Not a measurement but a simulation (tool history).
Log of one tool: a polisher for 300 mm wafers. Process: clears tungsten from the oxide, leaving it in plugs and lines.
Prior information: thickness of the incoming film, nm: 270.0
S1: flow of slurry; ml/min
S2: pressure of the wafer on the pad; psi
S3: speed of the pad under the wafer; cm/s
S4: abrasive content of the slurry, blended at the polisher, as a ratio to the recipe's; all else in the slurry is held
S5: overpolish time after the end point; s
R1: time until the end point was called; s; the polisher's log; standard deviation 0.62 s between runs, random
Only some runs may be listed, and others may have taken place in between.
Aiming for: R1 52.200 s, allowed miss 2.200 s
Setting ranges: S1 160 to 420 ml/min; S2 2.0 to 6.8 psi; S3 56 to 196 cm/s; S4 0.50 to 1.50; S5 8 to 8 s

run	hour	S1	S2	S3	S4	S5	R1
1	0.0	270	4.4	126	1.00	8	32.068
2	5.6	270	4.0	126	1.00	8	34.506
3	9.5	270	3.6	126	1.00	8	38.375
4	18.0	310	3.6	126	1.00	8	37.504
5	23.3	310	3.0	126	1.00	8	44.050
6	28.3	310	2.9	126	1.00	8	46.485
7	35.4	310	2.8	126	1.00	8	46.825
8	42.1	310	2.7	126	1.00	8	48.464

Which of these 4 next moves meets every target?
A	48.8	345	2.6	138	1.00	8	?
B	48.8	320	2.8	120	1.15	8	?
C	48.8	280	2.3	118	1.15	8	?
D	48.8	230	2.6	122	1.10	8	?

move	R1
A	46.409
B	48.633
C	58.652
D	52.833
A: misses by more than the last run did
B: no nearer and no further than the last run
C: pushes the last run's worst result past its target
D: each result inside its tolerance
So the answer is move D, the one that meets all the targets.

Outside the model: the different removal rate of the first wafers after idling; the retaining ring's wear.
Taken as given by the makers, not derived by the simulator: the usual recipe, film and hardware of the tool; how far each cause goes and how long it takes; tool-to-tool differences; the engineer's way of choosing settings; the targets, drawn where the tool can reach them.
